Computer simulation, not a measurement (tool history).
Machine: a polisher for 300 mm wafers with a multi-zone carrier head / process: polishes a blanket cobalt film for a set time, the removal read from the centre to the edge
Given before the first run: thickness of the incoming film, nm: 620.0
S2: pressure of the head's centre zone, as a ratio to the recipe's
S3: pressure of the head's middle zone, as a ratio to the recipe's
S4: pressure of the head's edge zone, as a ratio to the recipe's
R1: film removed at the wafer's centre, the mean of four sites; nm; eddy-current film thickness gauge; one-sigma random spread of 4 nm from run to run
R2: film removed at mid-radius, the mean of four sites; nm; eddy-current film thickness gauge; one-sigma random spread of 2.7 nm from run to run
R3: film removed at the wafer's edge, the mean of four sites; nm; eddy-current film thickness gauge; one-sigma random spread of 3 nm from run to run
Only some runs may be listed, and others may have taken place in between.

{"run": 1, "hour": 0.0, "flow of slurry (ml/min)": 255, "S2": 1, "S3": 1, "S4": 1, "polishing time (s)": 60, "R1": 243.34, "R2": 249.89, "R3": 248.18}
{"run": 2, "hour": 1.5, "flow of slurry (ml/min)": 255, "S2": 1, "S3": 1.07, "S4": 1, "polishing time (s)": 60, "R1": 244.98, "R2": 261.69, "R3": 249.98}
{"run": 3, "hour": 5.0, "flow of slurry (ml/min)": 255, "S2": 1, "S3": 1.07, "S4": 0.92, "polishing time (s)": 60, "R1": 245.5, "R2": 260.8, "R3": 233}
{"run": 4, "hour": 12.0, "flow of slurry (ml/min)": 255, "S2": 1, "S3": 1.07, "S4": 0.92, "polishing time (s)": 52, "R1": 210.88, "R2": 226.72, "R3": 209.48}
{"run": 5, "hour": 15.1, "flow of slurry (ml/min)": 265, "S2": 1.03, "S3": 1.07, "S4": 0.98, "polishing time (s)": 56, "R1": 237.51, "R2": 244.33, "R3": 230.76}
{"run": 6, "hour": 17.9, "flow of slurry (ml/min)": 270, "S2": 1.05, "S3": 1.08, "S4": 1.03, "polishing time (s)": 59, "R1": 259.82, "R2": 260.61, "R3": 251.74}
{"run": 7, "hour": 23.5, "flow of slurry (ml/min)": 300, "S2": 1.1, "S3": 1.11, "S4": 1.13, "polishing time (s)": 67, "R1": 308.37, "R2": 304.61, "R3": 302.06}
{"run": 8, "hour": 31.5, "flow of slurry (ml/min)": 300, "S2": 1.1, "S3": 1.11, "S4": 1.13, "polishing time (s)": 67, "R1": 310.16, "R2": 301.4, "R3": 298.63}

What does the tool deliver on the next run?
{"run": 9, "hour": 38.6, "flow of slurry (ml/min)": 300, "S2": 1.1, "S3": 1.11, "S4": 1.14, "polishing time (s)": 67, "R1": "?", "R2": "?", "R3": "?"}

R1: 313 nm
R2: 300.14 nm
R3: 297.42 nm
